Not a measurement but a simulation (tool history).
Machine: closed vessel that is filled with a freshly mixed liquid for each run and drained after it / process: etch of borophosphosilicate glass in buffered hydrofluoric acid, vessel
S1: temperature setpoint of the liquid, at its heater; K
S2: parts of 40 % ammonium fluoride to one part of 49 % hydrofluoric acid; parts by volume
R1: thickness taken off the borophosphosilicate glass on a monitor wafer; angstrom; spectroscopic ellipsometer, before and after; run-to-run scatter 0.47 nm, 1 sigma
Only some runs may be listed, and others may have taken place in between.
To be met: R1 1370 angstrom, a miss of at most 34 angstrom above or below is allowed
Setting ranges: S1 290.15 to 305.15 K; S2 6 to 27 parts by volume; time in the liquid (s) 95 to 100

{"run": 1, "hour": 0.0, "S1": 297.15, "S2": 16.5, "time in the liquid (s)": 95, "R1": 1808.6}
{"run": 2, "hour": 4.3, "S1": 297.15, "S2": 13, "time in the liquid (s)": 95, "R1": 2275.4}
{"run": 3, "hour": 7.2, "S1": 297.15, "S2": 15, "time in the liquid (s)": 95, "R1": 1977}
{"run": 4, "hour": 9.6, "S1": 295.65, "S2": 15, "time in the liquid (s)": 95, "R1": 1830.8}
{"run": 5, "hour": 12.1, "S1": 299.15, "S2": 15, "time in the liquid (s)": 95, "R1": 2198.4}
{"run": 6, "hour": 13.4, "S1": 301.65, "S2": 15, "time in the liquid (s)": 95, "R1": 2503.1}
{"run": 7, "hour": 15.8, "S1": 299.15, "S2": 15, "time in the liquid (s)": 95, "R1": 2193.1}
{"run": 8, "hour": 23.9, "S1": 297.15, "S2": 15, "time in the liquid (s)": 95, "R1": 1970.8}
{"run": 9, "hour": 24.9, "S1": 295.65, "S2": 15, "time in the liquid (s)": 95, "R1": 1819.3}
{"run": 10, "hour": 26.6, "S1": 294.65, "S2": 15, "time in the liquid (s)": 95, "R1": 1732}

Which single option among these 4 for the next run brings every result within its allowed miss of target? Just one does.
{"run": "A", "hour": 28.3, "S1": 292.65, "S2": 16, "time in the liquid (s)": 95, "R1": "?"}
{"run": "B", "hour": 28.3, "S1": 290.65, "S2": 14, "time in the liquid (s)": 95, "R1": "?"}
{"run": "C", "hour": 28.3, "S1": 290.15, "S2": 15.5, "time in the liquid (s)": 100, "R1": "?"}
{"run": "D", "hour": 28.3, "S1": 294.65, "S2": 18, "time in the liquid (s)": 95, "R1": "?"}

move=A R1=1457.6
move=B R1=1487.4
move=C R1=1376.4
move=D R1=1448.9
A: gains on the last run, yet a result remains outside its allowed miss
B: gains on the last run, yet a result remains outside its allowed miss
C: hits every target within its allowed miss
D: gains on the last run, yet a result remains outside its allowed miss
The right move is C.
